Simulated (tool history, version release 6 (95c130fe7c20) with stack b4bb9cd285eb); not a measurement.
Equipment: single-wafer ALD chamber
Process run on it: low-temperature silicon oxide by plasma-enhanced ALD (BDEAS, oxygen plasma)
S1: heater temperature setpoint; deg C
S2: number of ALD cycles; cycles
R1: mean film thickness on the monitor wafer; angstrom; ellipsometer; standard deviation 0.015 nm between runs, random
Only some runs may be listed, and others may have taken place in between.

run	hour	S1	S2	R1
1	0	120	40	51.519
2	9	127	40	51.057
3	9.6	138	40	50.006
4	11.8	138	39	48.878
5	20.6	138	43	53.965
6	26.5	138	40	49.666

The next listed run, before its measurement:
7	32.8	138	39	?

R1: 48.946 angstrom
